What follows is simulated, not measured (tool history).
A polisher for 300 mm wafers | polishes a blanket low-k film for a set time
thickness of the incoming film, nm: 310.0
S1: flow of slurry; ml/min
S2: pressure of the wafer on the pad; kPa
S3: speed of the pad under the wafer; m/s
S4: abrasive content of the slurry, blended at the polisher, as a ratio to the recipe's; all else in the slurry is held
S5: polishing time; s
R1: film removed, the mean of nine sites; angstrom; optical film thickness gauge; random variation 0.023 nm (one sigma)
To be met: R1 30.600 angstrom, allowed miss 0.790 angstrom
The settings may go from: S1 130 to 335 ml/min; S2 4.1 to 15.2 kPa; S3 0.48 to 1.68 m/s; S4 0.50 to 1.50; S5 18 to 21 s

run	hour	S1	S2	S3	S4	S5	R1
1	0.0	215	9.7	1.08	1.00	21	77.247
2	3.6	215	9.7	1.08	1.00	21	77.861
3	5.8	215	9.7	1.08	1.00	21	77.669
4	10.4	215	9.7	1.08	0.80	21	74.347
5	13.2	215	9.7	0.98	0.80	21	67.817
6	16.8	215	9.7	0.98	0.65	21	64.078
7	19.7	210	8.3	0.94	0.65	21	53.863
8	24.3	205	7.6	0.90	0.65	21	47.702
9	28.5	200	6.9	0.88	0.65	21	42.762
10	29.5	190	6.2	0.88	0.65	21	38.833
11	31.9	180	5.5	0.88	0.65	21	34.235
12	34.5	170	5.5	0.88	0.65	21	33.926
13	41.9	160	5.5	0.88	0.65	21	33.512
14	50.4	145	4.8	0.88	0.65	21	29.630
15	52.0	150	4.8	0.88	0.65	21	29.682
16	54.2	155	4.8	0.88	0.65	21	29.305

5 next moves are on the table. One of them brings every result within its allowed miss. Which?
A	56.4	145	6.2	0.88	0.75	18	?
B	56.4	210	5.5	0.84	0.65	20	?
C	56.4	215	4.1	1.08	0.80	19	?
D	56.4	150	5.5	1.02	0.50	20	?
E	56.4	195	5.5	0.92	0.70	19	?

move	R1
A	33.075
B	32.756
C	31.323
D	33.890
E	33.742
A: takes the result that was furthest off past its target
B: takes the result that was furthest off past its target
C: meets every target
D: takes the result that was furthest off past its target
E: takes the result that was furthest off past its target
The right move is C.
